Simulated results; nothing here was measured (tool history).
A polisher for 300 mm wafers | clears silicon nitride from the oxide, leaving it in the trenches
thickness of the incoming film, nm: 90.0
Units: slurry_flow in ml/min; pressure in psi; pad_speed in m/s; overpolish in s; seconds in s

run 1 day=0 | slurry_flow=205 pressure=3.2 pad_speed=0.96 overpolish=8 | seconds=84.087
run 2 day=0.046 | slurry_flow=205 pressure=3.2 pad_speed=0.96 overpolish=8 | seconds=87.806
run 3 day=0.329 | slurry_flow=205 pressure=3.7 pad_speed=0.98 overpolish=8 | seconds=74.775
run 4 day=0.525 | slurry_flow=205 pressure=3.7 pad_speed=0.88 overpolish=8 | seconds=82.437
-- day=0.783 worn pad replaced by a new one
run 5 day=0.783 | slurry_flow=180 pressure=3.7 pad_speed=0.88 overpolish=8 | seconds=72.911
run 6 day=1.046 | slurry_flow=180 pressure=3.7 pad_speed=1 overpolish=8 | seconds=66.984
run 7 day=1.312 | slurry_flow=170 pressure=3.8 pad_speed=1 overpolish=8 | seconds=62.96

The next listed run, before its measurement:
run 8 day=1.575 | slurry_flow=160 pressure=3.9 pad_speed=1 overpolish=8 | seconds=?

{"run 8": {"seconds": 63.51}}
